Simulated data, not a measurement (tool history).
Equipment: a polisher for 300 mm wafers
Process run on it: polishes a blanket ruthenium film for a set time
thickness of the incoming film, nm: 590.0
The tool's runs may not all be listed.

| run | hour | flow of slurry (ml/min) | pressure of the wafer on the pad (psi) | speed of the pad under the wafer (cm/s) | polishing time (s) | film removed (angstrom) |
|---|---|---|---|---|---|---|
| 1 | 0.0 | 215 | 2.4 | 98 | 21 | 240.59 |
| 2 | 7.2 | 210 | 2.3 | 98 | 21 | 231.76 |
| 3 | 9.0 | 210 | 2.3 | 98 | 19 | 208.21 |
| 4 | 15.2 | 210 | 2.3 | 118 | 19 | 247.42 |
| 5 | 22.1 | 205 | 2.2 | 118 | 19 | 236.01 |
| 6 | 30.0 | 200 | 2.1 | 118 | 19 | 224.15 |
| 7 | 36.9 | 195 | 2.0 | 118 | 19 | 214.67 |
| 8 | 40.1 | 190 | 1.9 | 118 | 19 | 202.09 |
| 9 | 45.4 | 185 | 1.9 | 118 | 19 | 202.15 |

Run 10 has not been measured yet. What should we expect?
| 10 | 53.2 | 180 | 1.9 | 118 | 19 | ? |

{"run 10": {"film removed (angstrom)": 199.81}}
